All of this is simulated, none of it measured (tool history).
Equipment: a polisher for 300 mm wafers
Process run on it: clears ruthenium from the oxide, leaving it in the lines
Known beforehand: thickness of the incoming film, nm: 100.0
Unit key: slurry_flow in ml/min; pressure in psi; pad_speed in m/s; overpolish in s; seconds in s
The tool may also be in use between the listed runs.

run	hour	slurry_flow	pressure	pad_speed	overpolish	seconds
1	0.0	305	1.6	1.06	6	113.900
2	1.9	305	1.6	1.22	6	101.520
3	9.8	330	1.6	1.22	6	99.472
4	13.7	355	1.6	1.22	6	99.483
5	18.0	355	1.6	1.38	6	93.112
6	23.0	355	1.6	1.38	6	93.138
7	24.2	355	1.4	1.32	6	109.860
8	31.8	355	1.3	1.30	6	118.230
9	34.8	355	1.2	1.28	6	126.320
10	38.3	355	1.2	1.28	6	129.220

Run 11 is up next; what results do you expect?
11	45.0	355	0.7	1.18	6	?

{"run 11": {"seconds": 225.55}}

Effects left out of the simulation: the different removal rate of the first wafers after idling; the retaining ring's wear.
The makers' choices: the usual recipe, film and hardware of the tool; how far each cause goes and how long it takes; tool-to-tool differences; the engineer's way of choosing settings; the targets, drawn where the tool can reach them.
